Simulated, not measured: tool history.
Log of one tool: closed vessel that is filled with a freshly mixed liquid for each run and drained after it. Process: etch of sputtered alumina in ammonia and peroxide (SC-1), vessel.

run    day  temperature setpoint of the liquid (K)  parts of 29 % ammonia solution to one part of 30 % peroxide (parts by volume)  time in the liquid (s)  thickness taken off the sputtered alumina on a monitor wafer (Å)
  1  0.000                                  334.15                                                                            0.9                     620                                                            663.34
  2  0.329                                  327.65                                                                            0.9                     620                                                            473.96
  3  0.475                                  333.65                                                                            0.9                     620                                                            655.28
  4  0.833                                  333.65                                                                            1.2                     620                                                            667.41
  5  1.079                                  327.15                                                                            1.2                     620                                                            472.24
  6  1.446                                  327.15                                                                            1.2                     620                                                            474.24
  7  1.612                                  330.15                                                                            1.2                     620                                                            557.50
  8  1.933                                  332.15                                                                            1.2                     620                                                            614.88

Run 9 comes next. What will it give?
  9  2.108                                  333.65                                                                            1.2                     620                                                                 ?

thickness taken off the sputtered alumina on a monitor wafer (Å): 665.35

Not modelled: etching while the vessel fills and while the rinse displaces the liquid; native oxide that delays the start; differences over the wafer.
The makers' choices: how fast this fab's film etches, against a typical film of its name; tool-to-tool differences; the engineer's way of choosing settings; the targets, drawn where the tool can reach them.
